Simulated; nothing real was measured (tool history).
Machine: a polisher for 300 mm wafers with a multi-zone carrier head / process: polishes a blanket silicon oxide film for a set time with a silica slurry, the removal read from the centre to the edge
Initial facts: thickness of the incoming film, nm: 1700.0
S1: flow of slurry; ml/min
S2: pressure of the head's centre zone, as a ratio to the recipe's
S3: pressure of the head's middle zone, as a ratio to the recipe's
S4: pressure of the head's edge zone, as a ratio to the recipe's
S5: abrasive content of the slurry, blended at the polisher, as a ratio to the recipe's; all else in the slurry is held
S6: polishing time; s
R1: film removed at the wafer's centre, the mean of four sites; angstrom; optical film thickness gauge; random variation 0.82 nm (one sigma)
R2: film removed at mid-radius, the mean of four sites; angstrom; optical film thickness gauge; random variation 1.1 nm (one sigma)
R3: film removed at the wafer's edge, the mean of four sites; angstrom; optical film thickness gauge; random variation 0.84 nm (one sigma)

run	hour	S1	S2	S3	S4	S5	S6	R1	R2	R3
1	0.0	245	1.00	1.00	1.00	1.00	36	934.70	967.53	961.38
2	0.9	250	1.01	1.00	1.02	1.05	36	977.12	984.46	987.82
3	5.5	250	0.95	1.00	1.02	1.05	36	932.57	1002.20	977.82
4	9.3	250	0.95	1.00	1.02	1.05	31	803.62	841.97	836.71
5	10.3	250	0.95	1.00	1.08	1.05	31	814.15	843.45	876.94
6	15.8	250	0.96	1.00	1.09	1.10	31	822.21	867.35	892.64

What will run 7 give?
7	17.8	255	0.98	1.00	1.10	1.15	32	?	?	?

For run 7 the tool returned R1 877.31 angstrom, R2 911.66 angstrom, R3 949.02 angstrom.
